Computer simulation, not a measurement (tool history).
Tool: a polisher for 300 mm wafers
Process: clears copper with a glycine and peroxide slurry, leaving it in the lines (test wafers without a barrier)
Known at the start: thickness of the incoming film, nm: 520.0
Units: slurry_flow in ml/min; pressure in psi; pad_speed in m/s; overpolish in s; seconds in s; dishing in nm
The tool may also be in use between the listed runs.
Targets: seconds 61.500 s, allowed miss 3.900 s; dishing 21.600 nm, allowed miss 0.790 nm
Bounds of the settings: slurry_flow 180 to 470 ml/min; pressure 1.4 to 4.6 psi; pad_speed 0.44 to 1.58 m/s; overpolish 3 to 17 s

run,hour,slurry_flow,pressure,pad_speed,overpolish,seconds,dishing
1,0.0,300,3.0,1.00,9,89.286,32.503
2,5.8,365,3.0,1.00,9,85.982,32.319
3,7.2,425,3.0,1.00,9,81.882,33.012
4,12.5,390,3.0,1.00,9,83.796,31.786
5,20.2,350,3.0,1.00,9,83.380,32.033
6,26.0,385,3.1,1.02,7,80.439,27.228
7,32.1,405,3.3,1.02,6,77.128,25.070
8,33.4,410,3.6,1.02,5,70.906,22.805
9,42.2,410,3.6,1.02,5,71.625,22.766
10,51.0,410,3.8,1.00,5,70.908,23.442

Which of these 5 next moves meets every target?
A,59.8,340,3.9,1.40,3,?,?
B,59.8,395,4.0,1.38,3,?,?
C,59.8,350,3.4,0.80,7,?,?
D,59.8,365,3.7,1.20,4,?,?
E,59.8,390,3.8,0.94,5,?,?

move,seconds,dishing
A,52.822,18.864
B,51.819,19.189
C,88.698,25.268
D,61.999,21.122
E,72.059,22.570
A: takes the result that was furthest off past its target
B: takes the result that was furthest off past its target
C: further off than the last run
D: meets every target
E: further off than the last run
Move D is the one to make.
